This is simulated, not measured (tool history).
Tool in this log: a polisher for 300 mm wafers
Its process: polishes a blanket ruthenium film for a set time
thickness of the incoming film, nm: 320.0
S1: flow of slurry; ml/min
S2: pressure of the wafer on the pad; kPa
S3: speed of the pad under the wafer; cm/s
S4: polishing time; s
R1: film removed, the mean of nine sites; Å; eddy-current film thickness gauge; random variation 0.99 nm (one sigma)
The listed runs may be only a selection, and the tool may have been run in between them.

Run 1, hour 0: S1 205 ml/min, S2 11.7 kPa, S3 98 cm/s, S4 52 s. Result: R1 423.42 Å.
Run 2, hour 6.7: S1 240 ml/min, S2 11.7 kPa, S3 98 cm/s, S4 52 s. Result: R1 433.16 Å.
Run 3, hour 11.4: S1 200 ml/min, S2 11.7 kPa, S3 98 cm/s, S4 52 s. Result: R1 421.24 Å.
Run 4, hour 19: S1 245 ml/min, S2 11.7 kPa, S3 98 cm/s, S4 52 s. Result: R1 425.95 Å.
Run 5, hour 27.7: S1 245 ml/min, S2 9.7 kPa, S3 98 cm/s, S4 52 s. Result: R1 363.84 Å.
Run 6, hour 29.7: S1 245 ml/min, S2 9.7 kPa, S3 86 cm/s, S4 52 s. Result: R1 313.1 Å.

What does the tool deliver on the next run?
Run 7, hour 34.8: S1 245 ml/min, S2 11 kPa, S3 90 cm/s, S4 52 s. Result: R1 ?.

{"run 7": {"R1": 371.19}}
